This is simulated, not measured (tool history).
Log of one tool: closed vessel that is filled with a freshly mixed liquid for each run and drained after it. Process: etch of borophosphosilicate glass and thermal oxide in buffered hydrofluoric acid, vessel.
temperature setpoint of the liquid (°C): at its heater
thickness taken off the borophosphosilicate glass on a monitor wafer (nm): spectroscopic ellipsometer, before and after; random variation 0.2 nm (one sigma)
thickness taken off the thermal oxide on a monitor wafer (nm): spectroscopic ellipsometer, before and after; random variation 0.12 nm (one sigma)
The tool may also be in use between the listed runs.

| run | hour | temperature setpoint of the liquid (°C) | parts of 40 % ammonium fluoride to one part of 49 % hydrofluoric acid (parts by volume) | time in the liquid (s) | thickness taken off the borophosphosilicate glass on a monitor wafer (nm) | thickness taken off the thermal oxide on a monitor wafer (nm) |
|---|---|---|---|---|---|---|
| 1 | 0 | 21 | 12.5 | 60 | 58.33 | 50.397 |
| 2 | 8.6 | 20 | 14 | 60 | 48.79 | 42.598 |
| 3 | 9.6 | 17.5 | 14 | 60 | 41.901 | 37.154 |
| 4 | 17.4 | 17.5 | 15.5 | 60 | 38.718 | 33.463 |
| 5 | 18.7 | 17.5 | 13 | 60 | 45.364 | 39.556 |
| 6 | 21.8 | 19.5 | 13 | 60 | 50.89 | 44.796 |

Run 7 comes next. What will it give?
| 7 | 29.7 | 19.5 | 13 | 60 | ? | ? |

thickness taken off the borophosphosilicate glass on a monitor wafer (nm): 51.133
thickness taken off the thermal oxide on a monitor wafer (nm): 44.156

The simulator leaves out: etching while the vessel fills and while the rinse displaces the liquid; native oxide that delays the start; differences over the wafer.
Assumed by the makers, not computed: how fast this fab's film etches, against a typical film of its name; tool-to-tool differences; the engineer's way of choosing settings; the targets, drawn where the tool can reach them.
